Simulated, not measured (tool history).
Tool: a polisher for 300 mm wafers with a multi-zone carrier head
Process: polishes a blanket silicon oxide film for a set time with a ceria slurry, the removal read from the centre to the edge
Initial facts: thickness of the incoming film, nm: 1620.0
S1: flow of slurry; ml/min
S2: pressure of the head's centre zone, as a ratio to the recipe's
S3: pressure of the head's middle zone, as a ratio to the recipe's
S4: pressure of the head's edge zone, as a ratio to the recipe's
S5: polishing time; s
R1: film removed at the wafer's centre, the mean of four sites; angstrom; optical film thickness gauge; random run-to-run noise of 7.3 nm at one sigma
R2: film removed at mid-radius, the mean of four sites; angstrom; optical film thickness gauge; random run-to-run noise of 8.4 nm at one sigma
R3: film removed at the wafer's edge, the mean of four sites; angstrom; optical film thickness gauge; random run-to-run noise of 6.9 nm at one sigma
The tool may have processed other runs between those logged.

run	hour	S1	S2	S3	S4	S5	R1	R2	R3
1	0.0	180	1.00	1.00	1.00	89	4489.6	4472.3	4514.2
2	1.4	185	1.00	1.01	1.01	90	4447.6	4620.3	4550.0
3	2.8	185	1.06	1.01	1.01	90	4719.3	4489.4	4603.8
4	7.7	185	1.06	1.02	1.02	91	4795.5	4728.0	4662.0
5	15.6	185	1.06	1.02	1.02	80	4292.5	3996.2	4046.8
6	16.9	185	1.06	1.02	1.07	80	4097.1	4080.5	4241.1
7	24.0	190	1.07	1.03	1.08	82	4406.2	4268.6	4303.5

Expected results for the next run?
8	29.5	190	1.07	1.03	1.09	84	?	?	?

{"run 8": {"R1": 4505.8, "R2": 4284.7, "R3": 4421.2}}
